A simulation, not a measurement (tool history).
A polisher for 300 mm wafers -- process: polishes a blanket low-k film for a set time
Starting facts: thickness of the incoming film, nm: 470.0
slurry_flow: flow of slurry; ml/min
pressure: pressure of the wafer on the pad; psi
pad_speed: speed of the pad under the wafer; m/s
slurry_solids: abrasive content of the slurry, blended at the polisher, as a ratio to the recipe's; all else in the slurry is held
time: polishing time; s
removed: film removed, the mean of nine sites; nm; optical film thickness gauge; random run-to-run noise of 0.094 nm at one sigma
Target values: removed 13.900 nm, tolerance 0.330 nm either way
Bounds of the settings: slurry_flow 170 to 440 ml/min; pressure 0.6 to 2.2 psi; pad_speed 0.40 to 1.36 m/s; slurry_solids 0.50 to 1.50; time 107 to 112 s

{"run": 1, "hour": 0.0, "slurry_flow": 280, "pressure": 1.4, "pad_speed": 0.88, "slurry_solids": 1.0, "time": 107, "removed": 25.984}
{"run": 2, "hour": 8.9, "slurry_flow": 280, "pressure": 1.4, "pad_speed": 0.88, "slurry_solids": 1.0, "time": 107, "removed": 26.156}
{"run": 3, "hour": 13.7, "slurry_flow": 275, "pressure": 1.2, "pad_speed": 0.86, "slurry_solids": 1.0, "time": 107, "removed": 22.715}
{"run": 4, "hour": 22.6, "slurry_flow": 245, "pressure": 1.2, "pad_speed": 0.86, "slurry_solids": 1.0, "time": 107, "removed": 22.688}
{"run": 5, "hour": 24.9, "slurry_flow": 305, "pressure": 1.2, "pad_speed": 0.86, "slurry_solids": 1.0, "time": 107, "removed": 23.171}
{"run": 6, "hour": 33.1, "slurry_flow": 305, "pressure": 1.2, "pad_speed": 0.86, "slurry_solids": 1.0, "time": 112, "removed": 24.476}
{"run": 7, "hour": 35.5, "slurry_flow": 305, "pressure": 1.2, "pad_speed": 0.86, "slurry_solids": 1.0, "time": 112, "removed": 24.367}
{"run": 8, "hour": 44.0, "slurry_flow": 305, "pressure": 1.1, "pad_speed": 0.82, "slurry_solids": 1.0, "time": 112, "removed": 22.163}
{"run": 9, "hour": 48.0, "slurry_flow": 305, "pressure": 1.0, "pad_speed": 0.78, "slurry_solids": 1.0, "time": 112, "removed": 19.907}
{"hour": 50.9, "done": "conditioning disc replaced and pad reconditioned"}
{"run": 10, "hour": 50.9, "slurry_flow": 305, "pressure": 0.9, "pad_speed": 0.76, "slurry_solids": 1.0, "time": 112, "removed": 19.596}
{"run": 11, "hour": 56.1, "slurry_flow": 305, "pressure": 0.8, "pad_speed": 0.7, "slurry_solids": 1.0, "time": 112, "removed": 16.555}

Which of these 4 next moves meets every target?
{"run": "A", "hour": 61.3, "slurry_flow": 330, "pressure": 1.0, "pad_speed": 0.42, "slurry_solids": 1.05, "time": 112, "removed": "?"}
{"run": "B", "hour": 61.3, "slurry_flow": 290, "pressure": 0.6, "pad_speed": 0.68, "slurry_solids": 1.0, "time": 110, "removed": "?"}
{"run": "C", "hour": 61.3, "slurry_flow": 250, "pressure": 0.9, "pad_speed": 0.8, "slurry_solids": 0.95, "time": 111, "removed": "?"}
{"run": "D", "hour": 61.3, "slurry_flow": 275, "pressure": 0.7, "pad_speed": 0.64, "slurry_solids": 0.95, "time": 108, "removed": "?"}

move=A removed=13.716
move=B removed=12.953
move=C removed=19.112
move=D removed=13.022
A: every result within its allowed miss
B: takes the biggest miss from the last run beyond its target
C: lands further from the targets than the last run did
D: takes the biggest miss from the last run beyond its target
Correct choice: A, which meets every target
